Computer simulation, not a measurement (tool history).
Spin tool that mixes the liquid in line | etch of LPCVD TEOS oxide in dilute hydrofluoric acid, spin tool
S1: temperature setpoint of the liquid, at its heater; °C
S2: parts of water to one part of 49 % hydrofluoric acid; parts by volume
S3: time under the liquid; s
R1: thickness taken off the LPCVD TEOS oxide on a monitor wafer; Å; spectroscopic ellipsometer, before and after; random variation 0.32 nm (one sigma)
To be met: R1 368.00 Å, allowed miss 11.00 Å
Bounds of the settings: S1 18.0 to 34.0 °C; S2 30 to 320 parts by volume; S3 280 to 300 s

{"run": 1, "hour": 0.0, "S1": 26.0, "S2": 175, "S3": 280, "R1": 569.44}
{"run": 2, "hour": 5.9, "S1": 24.5, "S2": 180, "S3": 280, "R1": 527.58}
{"run": 3, "hour": 12.4, "S1": 24.5, "S2": 180, "S3": 280, "R1": 522.85}
{"run": 4, "hour": 18.4, "S1": 23.5, "S2": 185, "S3": 280, "R1": 477.98}
{"run": 5, "hour": 22.7, "S1": 22.5, "S2": 185, "S3": 280, "R1": 469.74}
{"run": 6, "hour": 28.4, "S1": 21.5, "S2": 190, "S3": 280, "R1": 438.04}
{"run": 7, "hour": 33.3, "S1": 21.0, "S2": 190, "S3": 280, "R1": 438.73}
{"run": 8, "hour": 40.7, "S1": 20.5, "S2": 195, "S3": 280, "R1": 412.34}
{"run": 9, "hour": 45.9, "S1": 20.0, "S2": 195, "S3": 280, "R1": 396.43}
{"run": 10, "hour": 52.2, "S1": 19.5, "S2": 195, "S3": 280, "R1": 394.12}
{"run": 11, "hour": 52.7, "S1": 19.0, "S2": 195, "S3": 280, "R1": 390.48}

5 next moves are on the table. One of them brings every result within its allowed miss. Which?
{"run": "A", "hour": 53.2, "S1": 21.0, "S2": 220, "S3": 300, "R1": "?"}
{"run": "B", "hour": 53.2, "S1": 22.5, "S2": 205, "S3": 280, "R1": "?"}
{"run": "C", "hour": 53.2, "S1": 19.5, "S2": 180, "S3": 280, "R1": "?"}
{"run": "D", "hour": 53.2, "S1": 21.0, "S2": 215, "S3": 280, "R1": "?"}
{"run": "E", "hour": 53.2, "S1": 20.0, "S2": 190, "S3": 295, "R1": "?"}

move=A R1=384.27
move=B R1=413.44
move=C R1=430.42
move=D R1=368.81
move=E R1=433.76
A: nearer than the last run, and not there yet
B: further off than the last run
C: further off than the last run
D: meets every target
E: further off than the last run
Answer: D

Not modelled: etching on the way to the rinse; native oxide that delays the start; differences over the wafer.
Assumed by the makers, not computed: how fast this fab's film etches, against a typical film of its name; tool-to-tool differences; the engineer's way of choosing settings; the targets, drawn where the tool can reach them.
